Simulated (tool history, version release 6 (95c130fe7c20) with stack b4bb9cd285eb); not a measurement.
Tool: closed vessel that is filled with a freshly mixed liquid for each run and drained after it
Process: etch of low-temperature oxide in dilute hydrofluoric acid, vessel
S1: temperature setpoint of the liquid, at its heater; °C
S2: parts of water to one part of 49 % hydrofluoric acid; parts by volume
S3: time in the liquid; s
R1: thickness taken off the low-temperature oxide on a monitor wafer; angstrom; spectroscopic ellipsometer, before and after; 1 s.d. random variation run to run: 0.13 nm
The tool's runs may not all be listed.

run 1 hour=0 | S1=26 S2=70 S3=95 | R1=171.79
run 2 hour=4.7 | S1=23.5 S2=70 S3=95 | R1=154.15
run 3 hour=7.7 | S1=23.5 S2=70 S3=95 | R1=157.08
run 4 hour=9.8 | S1=23 S2=70 S3=95 | R1=151.21
run 5 hour=18.4 | S1=23 S2=55 S3=95 | R1=197.53
run 6 hour=22.1 | S1=21.5 S2=55 S3=95 | R1=184.26
run 7 hour=24.7 | S1=21 S2=55 S3=95 | R1=178.71
run 8 hour=31.3 | S1=20.5 S2=55 S3=95 | R1=177.17

What does the tool deliver on the next run?
run 9 hour=32.6 | S1=18 S2=65 S3=95 | R1=?

{"run 9": {"R1": 131.82}}

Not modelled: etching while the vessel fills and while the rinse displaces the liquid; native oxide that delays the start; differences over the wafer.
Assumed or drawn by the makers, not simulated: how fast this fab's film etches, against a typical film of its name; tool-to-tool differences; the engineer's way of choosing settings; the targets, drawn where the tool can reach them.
